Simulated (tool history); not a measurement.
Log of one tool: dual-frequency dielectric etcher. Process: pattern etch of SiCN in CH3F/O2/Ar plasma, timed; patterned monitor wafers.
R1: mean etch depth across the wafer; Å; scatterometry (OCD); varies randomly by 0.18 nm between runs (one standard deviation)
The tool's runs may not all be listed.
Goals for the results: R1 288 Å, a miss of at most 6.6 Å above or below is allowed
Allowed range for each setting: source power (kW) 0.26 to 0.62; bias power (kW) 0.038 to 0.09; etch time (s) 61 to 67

run 1 day=0 | source_power_(kW)=0.44 bias_power_(kW)=0.064 etch_time_(s)=67 | R1=240.7
run 2 day=0.271 | source_power_(kW)=0.44 bias_power_(kW)=0.07 etch_time_(s)=67 | R1=247.91
run 3 day=0.429 | source_power_(kW)=0.47 bias_power_(kW)=0.071 etch_time_(s)=67 | R1=259.98
run 4 day=0.692 | source_power_(kW)=0.47 bias_power_(kW)=0.071 etch_time_(s)=61 | R1=235.11
run 5 day=0.792 | source_power_(kW)=0.49 bias_power_(kW)=0.074 etch_time_(s)=62 | R1=250.87
run 6 day=0.912 | source_power_(kW)=0.56 bias_power_(kW)=0.074 etch_time_(s)=62 | R1=267.52
run 7 day=1.233 | source_power_(kW)=0.57 bias_power_(kW)=0.075 etch_time_(s)=62 | R1=272.8
run 8 day=1.446 | source_power_(kW)=0.58 bias_power_(kW)=0.075 etch_time_(s)=62 | R1=269.79
run 9 day=1.804 | source_power_(kW)=0.61 bias_power_(kW)=0.084 etch_time_(s)=63.5 | R1=297.95

Exercise: of the 5 proposed moves below, exactly one satisfies all targets within the stated allowed misses. Which move is it?
run A day=2.162 | source_power_(kW)=0.58 bias_power_(kW)=0.089 etch_time_(s)=63.5 | R1=?
run B day=2.162 | source_power_(kW)=0.61 bias_power_(kW)=0.087 etch_time_(s)=61 | R1=?
run C day=2.162 | source_power_(kW)=0.59 bias_power_(kW)=0.082 etch_time_(s)=65.5 | R1=?
run D day=2.162 | source_power_(kW)=0.58 bias_power_(kW)=0.09 etch_time_(s)=65.5 | R1=?
run E day=2.162 | source_power_(kW)=0.56 bias_power_(kW)=0.079 etch_time_(s)=61 | R1=?

move=A R1=297.43
move=B R1=289.56
move=C R1=299.14
move=D R1=308.19
move=E R1=268.06
A: moves toward the targets from the last run without getting all of them in spec
B: every result within its allowed miss
C: its largest miss is bigger than the last run's
D: its largest miss is bigger than the last run's
E: carries the result that was furthest off beyond its target, to the other side
The move that meets every target is B.
